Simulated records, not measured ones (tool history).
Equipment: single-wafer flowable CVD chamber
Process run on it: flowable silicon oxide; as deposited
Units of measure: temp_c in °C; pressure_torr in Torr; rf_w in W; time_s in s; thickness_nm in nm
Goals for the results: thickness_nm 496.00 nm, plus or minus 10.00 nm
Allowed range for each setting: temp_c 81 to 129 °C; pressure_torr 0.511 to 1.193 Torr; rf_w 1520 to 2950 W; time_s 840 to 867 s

| run | hour | temp_c | pressure_torr | rf_w | time_s | thickness_nm |
|---|---|---|---|---|---|---|
| 1 | 0.0 | 105 | 0.852 | 2235 | 840 | 439.39 |
| 2 | 5.1 | 105 | 0.852 | 2235 | 840 | 444.13 |
| 3 | 7.2 | 96 | 0.852 | 2235 | 840 | 624.37 |
| 4 | 15.8 | 96 | 0.852 | 2365 | 840 | 631.32 |
| 5 | 24.2 | 92 | 0.852 | 2365 | 840 | 738.14 |
| 6 | 31.1 | 86 | 0.852 | 2365 | 840 | 900.97 |
|  | 32.9 | RF generator calibrated |
| 7 | 32.9 | 88 | 0.852 | 2365 | 840 | 848.17 |
| 8 | 37.9 | 90 | 0.852 | 2365 | 840 | 797.65 |

Next run, 4 choices. One meets every target within its allowed miss, the rest don't. Which?
| A | 42.9 | 81 | 0.909 | 2670 | 863 | ? |
| B | 42.9 | 106 | 0.828 | 2005 | 840 | ? |
| C | 42.9 | 86 | 0.861 | 2430 | 867 | ? |
| D | 42.9 | 97 | 0.653 | 2570 | 867 | ? |

| move | thickness_nm |
|---|---|
| A | 1181.70 |
| B | 415.87 |
| C | 949.36 |
| D | 492.96 |
A: lands further from the targets than the last run did
B: takes the result that was furthest off past its target
C: lands further from the targets than the last run did
D: all results land within tolerance of their targets
So the answer is move D, the one that meets all the targets.
